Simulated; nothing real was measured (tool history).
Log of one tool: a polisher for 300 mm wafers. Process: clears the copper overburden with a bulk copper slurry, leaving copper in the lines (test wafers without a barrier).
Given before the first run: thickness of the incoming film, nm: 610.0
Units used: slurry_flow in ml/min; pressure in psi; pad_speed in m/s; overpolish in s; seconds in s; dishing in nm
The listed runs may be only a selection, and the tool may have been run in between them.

Run 1, hour 0.0: slurry_flow 155 ml/min, pressure 1.8 psi, pad_speed 1.02 m/s, slurry_solids 1.00, overpolish 27 s. Result: seconds 73.297 s, dishing 31.031 nm.
Run 2, hour 8.5: slurry_flow 155 ml/min, pressure 1.8 psi, pad_speed 1.26 m/s, slurry_solids 1.00, overpolish 27 s. Result: seconds 59.931 s, dishing 31.652 nm.
Run 3, hour 11.6: slurry_flow 165 ml/min, pressure 1.7 psi, pad_speed 1.22 m/s, slurry_solids 1.05, overpolish 25 s. Result: seconds 64.223 s, dishing 31.013 nm.
Run 4, hour 18.0: slurry_flow 165 ml/min, pressure 1.9 psi, pad_speed 1.22 m/s, slurry_solids 1.05, overpolish 25 s. Result: seconds 57.560 s, dishing 31.890 nm.
Run 5, hour 25.5: slurry_flow 165 ml/min, pressure 1.6 psi, pad_speed 1.22 m/s, slurry_solids 1.05, overpolish 25 s. Result: seconds 66.777 s, dishing 30.402 nm.
Run 6, hour 31.0: slurry_flow 175 ml/min, pressure 1.5 psi, pad_speed 1.18 m/s, slurry_solids 1.10, overpolish 23 s. Result: seconds 73.354 s, dishing 30.792 nm.
Run 7, hour 35.3: slurry_flow 165 ml/min, pressure 1.4 psi, pad_speed 1.20 m/s, slurry_solids 1.05, overpolish 21 s. Result: seconds 79.139 s, dishing 28.948 nm.
Run 8, hour 38.8: slurry_flow 155 ml/min, pressure 1.3 psi, pad_speed 1.24 m/s, slurry_solids 1.00, overpolish 20 s. Result: seconds 84.330 s, dishing 28.538 nm.
Run 9, hour 41.9: slurry_flow 155 ml/min, pressure 1.3 psi, pad_speed 1.24 m/s, slurry_solids 1.00, overpolish 20 s. Result: seconds 83.089 s, dishing 28.130 nm.
Run 10, hour 50.1: slurry_flow 150 ml/min, pressure 1.2 psi, pad_speed 1.26 m/s, slurry_solids 0.95, overpolish 19 s. Result: seconds 88.557 s, dishing 27.538 nm.
Run 11, hour 54.8: slurry_flow 105 ml/min, pressure 0.8 psi, pad_speed 1.48 m/s, slurry_solids 0.70, overpolish 8 s. Result: seconds 129.110 s, dishing 16.889 nm.
Run 12, hour 59.5: slurry_flow 110 ml/min, pressure 0.8 psi, pad_speed 1.48 m/s, slurry_solids 0.70, overpolish 8 s. Result: seconds 129.070 s, dishing 16.591 nm.
Run 13, hour 61.0: slurry_flow 115 ml/min, pressure 0.8 psi, pad_speed 1.48 m/s, slurry_solids 0.70, overpolish 8 s. Result: seconds 126.300 s, dishing 16.593 nm.
Run 14, hour 61.9: slurry_flow 120 ml/min, pressure 0.8 psi, pad_speed 1.46 m/s, slurry_solids 0.70, overpolish 8 s. Result: seconds 127.480 s, dishing 16.943 nm.
Run 15, hour 65.0: slurry_flow 125 ml/min, pressure 0.8 psi, pad_speed 1.46 m/s, slurry_solids 0.70, overpolish 8 s. Result: seconds 123.730 s, dishing 16.943 nm.
Run 16, hour 68.6: slurry_flow 135 ml/min, pressure 0.8 psi, pad_speed 1.42 m/s, slurry_solids 0.80, overpolish 10 s. Result: seconds 122.640 s, dishing 19.175 nm.
Run 17, hour 75.7: slurry_flow 140 ml/min, pressure 0.8 psi, pad_speed 1.42 m/s, slurry_solids 0.80, overpolish 10 s. Result: seconds 123.450 s, dishing 19.033 nm.
Run 18, hour 79.6: slurry_flow 145 ml/min, pressure 0.8 psi, pad_speed 1.42 m/s, slurry_solids 0.80, overpolish 10 s. Result: seconds 121.190 s, dishing 19.508 nm.
Run 19, hour 84.0: slurry_flow 160 ml/min, pressure 0.8 psi, pad_speed 1.42 m/s, slurry_solids 0.80, overpolish 10 s. Result: seconds 118.970 s, dishing 19.618 nm.
Run 20, hour 85.7: slurry_flow 185 ml/min, pressure 0.9 psi, pad_speed 1.42 m/s, slurry_solids 0.80, overpolish 12 s. Result: seconds 105.810 s, dishing 23.019 nm.
Run 21, hour 92.0: slurry_flow 180 ml/min, pressure 0.9 psi, pad_speed 1.42 m/s, slurry_solids 0.80, overpolish 12 s. Result: seconds 104.930 s, dishing 23.297 nm.
Run 22, hour 93.9: slurry_flow 175 ml/min, pressure 0.9 psi, pad_speed 1.42 m/s, slurry_solids 0.80, overpolish 12 s. Result: seconds 104.670 s, dishing 22.582 nm.
Run 23, hour 102.4: slurry_flow 170 ml/min, pressure 0.9 psi, pad_speed 1.42 m/s, slurry_solids 0.80, overpolish 12 s. Result: seconds 105.260 s, dishing 22.596 nm.
Run 24, hour 104.8: slurry_flow 165 ml/min, pressure 0.9 psi, pad_speed 1.42 m/s, slurry_solids 0.80, overpolish 12 s. Result: seconds 107.140 s, dishing 23.164 nm.

Run 25 comes next. What will it give?
Run 25, hour 110.0: slurry_flow 160 ml/min, pressure 0.9 psi, pad_speed 1.42 m/s, slurry_solids 0.80, overpolish 12 s. Result: seconds ?, dishing ?.

seconds: 106.570 s
dishing: 23.077 nm

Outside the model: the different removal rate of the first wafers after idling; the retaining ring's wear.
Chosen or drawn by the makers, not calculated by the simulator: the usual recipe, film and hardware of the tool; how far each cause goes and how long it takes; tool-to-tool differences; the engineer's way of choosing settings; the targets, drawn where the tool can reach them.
